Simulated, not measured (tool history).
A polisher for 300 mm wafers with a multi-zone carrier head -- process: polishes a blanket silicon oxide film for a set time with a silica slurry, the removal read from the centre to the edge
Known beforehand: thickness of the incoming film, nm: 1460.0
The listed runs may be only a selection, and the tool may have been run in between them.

| run | day | flow of slurry (ml/min) | pressure of the head's centre zone | pressure of the head's middle zone | pressure of the head's edge zone | abrasive content of the slurry | polishing time (s) | film removed at the wafer's centre (angstrom) | film removed at mid-radius (angstrom) | film removed at the wafer's edge (angstrom) |
|---|---|---|---|---|---|---|---|---|---|---|
| 1 | 0.000 | 265 | 1.00 | 1.00 | 1.00 | 1.00 | 34 | 825.10 | 835.21 | 847.20 |
| 2 | 0.308 | 265 | 1.00 | 1.00 | 1.00 | 1.00 | 38 | 918.27 | 933.59 | 932.67 |
| 3 | 0.333 | 260 | 0.96 | 1.03 | 1.02 | 1.00 | 38 | 889.59 | 943.45 | 940.13 |
| 4 | 0.412 | 260 | 0.96 | 1.03 | 1.02 | 1.00 | 44 | 1018.70 | 1121.20 | 1071.90 |
| 5 | 0.729 | 260 | 0.96 | 1.03 | 1.02 | 1.15 | 44 | 1101.30 | 1190.70 | 1161.20 |
| 6 | 1.079 | 260 | 0.96 | 1.03 | 0.96 | 1.15 | 44 | 1123.70 | 1207.50 | 1168.50 |
| 7 | 1.317 | 250 | 0.92 | 1.04 | 0.97 | 1.05 | 44 | 1034.40 | 1164.80 | 1098.20 |

Run 8 comes next. What will it give?
|  | 1.496 | slurry nozzle cleaned |
| 8 | 1.496 | 245 | 0.88 | 1.04 | 1.00 | 1.00 | 44 | ? | ? | ? |

{"run 8": {"film removed at the wafer's centre (angstrom)": 996.89, "film removed at mid-radius (angstrom)": 1132.3, "film removed at the wafer's edge (angstrom)": 1103.5}}
